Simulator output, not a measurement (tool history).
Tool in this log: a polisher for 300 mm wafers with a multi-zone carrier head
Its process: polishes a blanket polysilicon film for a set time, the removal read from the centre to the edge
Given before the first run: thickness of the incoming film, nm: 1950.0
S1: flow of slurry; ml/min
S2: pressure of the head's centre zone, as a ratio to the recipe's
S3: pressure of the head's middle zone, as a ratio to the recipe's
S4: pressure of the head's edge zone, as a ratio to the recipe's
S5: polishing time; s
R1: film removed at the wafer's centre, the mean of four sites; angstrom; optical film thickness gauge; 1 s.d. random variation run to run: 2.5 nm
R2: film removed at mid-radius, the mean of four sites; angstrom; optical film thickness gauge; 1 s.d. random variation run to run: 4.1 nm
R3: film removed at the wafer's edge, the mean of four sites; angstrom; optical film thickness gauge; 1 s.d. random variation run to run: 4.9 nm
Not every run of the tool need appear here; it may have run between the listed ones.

Run 1, hour 0: S1 145 ml/min, S2 1, S3 1, S4 1, S5 78 s. Result: R1 4323.8 angstrom, R2 4202.6 angstrom, R3 4306.9 angstrom.
Run 2, hour 2.4: S1 145 ml/min, S2 0.99, S3 1.02, S4 1, S5 78 s. Result: R1 4293.3 angstrom, R2 4277.3 angstrom, R3 4317.3 angstrom.
Run 3, hour 10: S1 145 ml/min, S2 0.98, S3 1.04, S4 1, S5 78 s. Result: R1 4227.5 angstrom, R2 4377 angstrom, R3 4285.6 angstrom.
Run 4, hour 16.8: S1 145 ml/min, S2 0.98, S3 1.05, S4 1, S5 78 s. Result: R1 4213.3 angstrom, R2 4389.4 angstrom, R3 4303.3 angstrom.
Run 5, hour 24.8: S1 145 ml/min, S2 0.98, S3 1.06, S4 1, S5 78 s. Result: R1 4201.4 angstrom, R2 4415.1 angstrom, R3 4292.2 angstrom.
Run 6, hour 29.1: S1 145 ml/min, S2 0.91, S3 1.06, S4 1, S5 78 s. Result: R1 3909.5 angstrom, R2 4388.9 angstrom, R3 4324.4 angstrom.
Run 7, hour 30.9: S1 150 ml/min, S2 0.91, S3 1.07, S4 0.99, S5 78 s. Result: R1 3987 angstrom, R2 4464.5 angstrom, R3 4189.6 angstrom.

Run 8, settings as shown, results not yet in. Your forecast:
At hour 33.5: worn pad replaced by a new one.
Run 8, hour 33.5: S1 150 ml/min, S2 0.91, S3 1.08, S4 0.99, S5 78 s. Result: R1 ?, R2 ?, R3 ?.

Run 8 yielded R1 4165.9 angstrom, R2 4832.9 angstrom, R3 4495.5 angstrom.

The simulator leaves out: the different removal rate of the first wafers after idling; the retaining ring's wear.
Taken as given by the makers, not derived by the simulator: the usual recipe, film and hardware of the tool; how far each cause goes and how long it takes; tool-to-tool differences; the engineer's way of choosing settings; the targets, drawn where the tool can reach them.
